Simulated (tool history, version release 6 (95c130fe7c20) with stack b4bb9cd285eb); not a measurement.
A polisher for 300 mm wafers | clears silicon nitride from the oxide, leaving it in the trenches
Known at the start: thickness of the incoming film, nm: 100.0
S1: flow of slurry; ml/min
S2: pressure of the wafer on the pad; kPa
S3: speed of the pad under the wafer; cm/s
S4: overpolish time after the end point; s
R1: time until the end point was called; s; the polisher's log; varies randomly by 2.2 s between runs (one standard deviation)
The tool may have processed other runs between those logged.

| run | hour | S1 | S2 | S3 | S4 | R1 |
|---|---|---|---|---|---|---|
| 1 | 0.0 | 265 | 22.8 | 120 | 5 | 89.984 |
| 2 | 2.3 | 265 | 22.8 | 120 | 5 | 87.934 |
| 3 | 11.2 | 265 | 22.8 | 120 | 5 | 87.656 |
| 4 | 15.7 | 265 | 21.4 | 118 | 5 | 94.048 |
| 5 | 22.4 | 265 | 17.9 | 118 | 5 | 108.440 |
| 6 | 26.1 | 265 | 17.9 | 118 | 3 | 108.600 |

The next listed run, before its measurement:
| 7 | 32.2 | 260 | 11.0 | 102 | 3 | ? |

R1: 178.700 s

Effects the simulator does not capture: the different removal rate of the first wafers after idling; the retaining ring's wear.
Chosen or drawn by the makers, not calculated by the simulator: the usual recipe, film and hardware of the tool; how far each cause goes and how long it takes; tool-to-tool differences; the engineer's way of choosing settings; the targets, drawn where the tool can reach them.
